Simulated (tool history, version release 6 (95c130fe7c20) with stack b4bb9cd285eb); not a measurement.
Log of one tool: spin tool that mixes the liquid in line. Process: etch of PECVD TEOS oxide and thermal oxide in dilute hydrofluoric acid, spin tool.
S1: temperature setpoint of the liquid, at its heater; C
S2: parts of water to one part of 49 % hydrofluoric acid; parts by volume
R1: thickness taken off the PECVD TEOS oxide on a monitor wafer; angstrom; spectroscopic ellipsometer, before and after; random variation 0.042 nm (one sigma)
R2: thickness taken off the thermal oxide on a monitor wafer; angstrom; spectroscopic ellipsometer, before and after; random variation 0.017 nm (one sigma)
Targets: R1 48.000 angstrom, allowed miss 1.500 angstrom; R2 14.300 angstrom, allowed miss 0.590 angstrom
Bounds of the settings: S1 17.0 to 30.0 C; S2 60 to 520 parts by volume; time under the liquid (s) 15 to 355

run 1 hour=0.0 | S1=22.0 S2=290 time_under_the_liquid_(s)=180 | R1=80.737 R2=24.229
run 2 hour=1.8 | S1=21.0 S2=305 time_under_the_liquid_(s)=180 | R1=71.948 R2=21.856
run 3 hour=9.6 | S1=22.5 S2=305 time_under_the_liquid_(s)=180 | R1=76.627 R2=22.995
run 4 hour=12.8 | S1=21.5 S2=320 time_under_the_liquid_(s)=180 | R1=69.799 R2=20.740
run 5 hour=16.3 | S1=20.5 S2=330 time_under_the_liquid_(s)=180 | R1=64.213 R2=18.632
run 6 hour=23.0 | S1=20.5 S2=240 time_under_the_liquid_(s)=180 | R1=94.314 R2=28.736
run 7 hour=27.3 | S1=20.0 S2=265 time_under_the_liquid_(s)=180 | R1=84.719 R2=25.021
run 8 hour=31.3 | S1=20.0 S2=290 time_under_the_liquid_(s)=180 | R1=75.972 R2=21.859
run 9 hour=37.3 | S1=20.5 S2=315 time_under_the_liquid_(s)=180 | R1=68.041 R2=20.460
run 10 hour=40.0 | S1=20.0 S2=325 time_under_the_liquid_(s)=180 | R1=64.485 R2=19.432
run 11 hour=46.9 | S1=19.5 S2=335 time_under_the_liquid_(s)=180 | R1=61.127 R2=17.825
run 12 hour=50.2 | S1=19.5 S2=345 time_under_the_liquid_(s)=180 | R1=59.019 R2=17.524
run 13 hour=51.6 | S1=19.0 S2=350 time_under_the_liquid_(s)=180 | R1=56.332 R2=16.820
run 14 hour=55.2 | S1=18.5 S2=355 time_under_the_liquid_(s)=180 | R1=54.191 R2=16.245
run 15 hour=56.2 | S1=18.0 S2=360 time_under_the_liquid_(s)=180 | R1=52.534 R2=15.284
run 16 hour=62.5 | S1=18.0 S2=365 time_under_the_liquid_(s)=180 | R1=51.391 R2=15.293
run 17 hour=67.9 | S1=17.5 S2=370 time_under_the_liquid_(s)=180 | R1=50.426 R2=14.790

Which of these 5 next moves meets every target?
run A hour=73.3 | S1=17.0 S2=405 time_under_the_liquid_(s)=210 | R1=? R2=?
run B hour=73.3 | S1=23.0 S2=300 time_under_the_liquid_(s)=125 | R1=? R2=?
run C hour=73.3 | S1=19.0 S2=390 time_under_the_liquid_(s)=195 | R1=? R2=?
run D hour=73.3 | S1=24.0 S2=390 time_under_the_liquid_(s)=150 | R1=? R2=?
run E hour=73.3 | S1=17.0 S2=375 time_under_the_liquid_(s)=190 | R1=? R2=?

move=A R1=50.520 R2=15.273
move=B R1=54.985 R2=16.623
move=C R1=52.946 R2=16.007
move=D R1=48.314 R2=14.606
move=E R1=50.536 R2=15.278
A: as far off as the last run
B: further off than the last run
C: further off than the last run
D: meets every target
E: as far off as the last run
Move D is the one to make.

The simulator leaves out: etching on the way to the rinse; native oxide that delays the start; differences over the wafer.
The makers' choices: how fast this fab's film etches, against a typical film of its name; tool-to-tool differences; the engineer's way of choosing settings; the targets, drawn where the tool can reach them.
